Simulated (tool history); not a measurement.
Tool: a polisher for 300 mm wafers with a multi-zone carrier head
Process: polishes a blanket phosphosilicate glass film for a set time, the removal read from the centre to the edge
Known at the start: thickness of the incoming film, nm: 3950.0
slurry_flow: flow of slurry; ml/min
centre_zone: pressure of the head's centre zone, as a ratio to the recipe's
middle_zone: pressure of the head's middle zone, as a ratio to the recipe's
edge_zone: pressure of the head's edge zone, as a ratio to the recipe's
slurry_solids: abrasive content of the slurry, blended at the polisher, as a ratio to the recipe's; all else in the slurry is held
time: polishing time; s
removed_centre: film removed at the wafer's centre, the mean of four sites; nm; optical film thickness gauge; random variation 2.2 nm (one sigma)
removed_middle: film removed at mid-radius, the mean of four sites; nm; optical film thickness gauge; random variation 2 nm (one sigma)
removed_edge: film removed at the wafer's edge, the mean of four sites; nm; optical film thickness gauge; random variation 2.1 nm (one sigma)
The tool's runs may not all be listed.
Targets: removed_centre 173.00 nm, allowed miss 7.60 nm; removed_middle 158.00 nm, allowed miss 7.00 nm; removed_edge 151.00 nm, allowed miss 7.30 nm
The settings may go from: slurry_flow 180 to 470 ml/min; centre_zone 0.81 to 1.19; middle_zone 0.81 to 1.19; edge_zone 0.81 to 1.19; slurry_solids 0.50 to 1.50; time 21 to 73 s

run  hour  slurry_flow  centre_zone  middle_zone  edge_zone  slurry_solids  time  removed_centre  removed_middle  removed_edge
  1   0.0          300         1.00         1.00       1.00           1.00    47          227.23          212.57        226.85
  2   5.7          305         1.01         1.01       0.97           0.90    46          212.44          202.90        208.18
  3   7.4          305         1.01         1.01       0.93           0.90    46          216.74          207.69        198.25
  4  15.3          305         1.01         1.01       0.88           0.90    46          211.31          208.08        196.32
  5  16.1          305         1.01         1.01       0.81           0.90    46          214.40          207.93        189.96
  6  24.9          305         1.01         1.00       0.81           0.80    45          198.48          191.18        177.38
  7  29.4          305         1.05         0.98       0.81           0.55    43          164.96          150.50        142.00
  8  36.0          305         1.05         0.98       0.82           0.55    43          160.89          153.04        143.42

4 next moves are on the table. One of them brings every result within its allowed miss. Which?
  A  42.6          310         0.99         1.07       0.84           0.50    43               ?               ?             ?
  B  42.6          310         1.05         0.98       0.82           0.60    43               ?               ?             ?
  C  42.6          355         1.08         1.04       0.81           0.55    40               ?               ?             ?
  D  42.6          290         0.96         1.06       1.00           0.50    43               ?               ?             ?

move  removed_centre  removed_middle  removed_edge
   A          154.01          150.66        139.48
   B          172.94          153.40        150.23
   C          159.24          144.99        134.74
   D          150.36          148.65        150.02
A: further off than the last run
B: meets every target
C: further off than the last run
D: further off than the last run
The right move is B.
